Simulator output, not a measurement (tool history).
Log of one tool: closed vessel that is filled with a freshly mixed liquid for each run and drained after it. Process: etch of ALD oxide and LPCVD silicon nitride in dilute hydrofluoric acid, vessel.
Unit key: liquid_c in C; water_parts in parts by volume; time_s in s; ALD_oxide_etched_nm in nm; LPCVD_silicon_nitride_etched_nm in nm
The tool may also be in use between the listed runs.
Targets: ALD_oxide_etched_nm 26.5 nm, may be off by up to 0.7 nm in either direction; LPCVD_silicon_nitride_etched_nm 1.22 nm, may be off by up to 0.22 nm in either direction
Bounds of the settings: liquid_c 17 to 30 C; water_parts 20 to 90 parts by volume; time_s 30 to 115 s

| run | hour | liquid_c | water_parts | time_s | ALD_oxide_etched_nm | LPCVD_silicon_nitride_etched_nm |
|---|---|---|---|---|---|---|
| 1 | 0 | 22 | 50 | 60 | 15.516 | 0.69698 |
| 2 | 1.9 | 19 | 50 | 60 | 13.694 | 0.63647 |
| 3 | 3.2 | 19 | 60 | 60 | 11.302 | 0.48768 |
| 4 | 4.9 | 19 | 60 | 40 | 7.5554 | 0.32029 |
| 5 | 13.1 | 22 | 60 | 40 | 8.5588 | 0.42607 |
| 6 | 17.4 | 24 | 60 | 40 | 9.2516 | 0.44171 |
| 7 | 22.8 | 24 | 60 | 40 | 9.1879 | 0.49296 |
|  | 24.9 | thermometer replaced |
| 8 | 24.9 | 28 | 40 | 45 | 18.086 | 0.91965 |
| 9 | 27.5 | 28 | 35 | 45 | 20.746 | 1.0475 |
| 10 | 31.2 | 28.5 | 30 | 45 | 24.937 | 1.2037 |

5 candidate next runs follow, results not yet known. Just one meets every target within its allowed miss. Identify it.
| A | 34.9 | 25 | 35 | 65 | ? | ? |
| B | 34.9 | 23.5 | 20 | 35 | ? | ? |
| C | 34.9 | 29 | 35 | 50 | ? | ? |
| D | 34.9 | 30 | 25 | 35 | ? | ? |
| E | 34.9 | 29.5 | 35 | 45 | ? | ? |

| move | ALD_oxide_etched_nm | LPCVD_silicon_nitride_etched_nm |
|---|---|---|
| A | 26.573 | 1.2467 |
| B | 24.001 | 1.0386 |
| C | 24.058 | 1.2512 |
| D | 24.93 | 1.2971 |
| E | 22.09 | 1.1635 |
A: all results land within tolerance of their targets
B: further off than the last run
C: further off than the last run
D: neither nearer nor further off than the last run
E: further off than the last run
So the answer is move A, the one that meets all the targets.
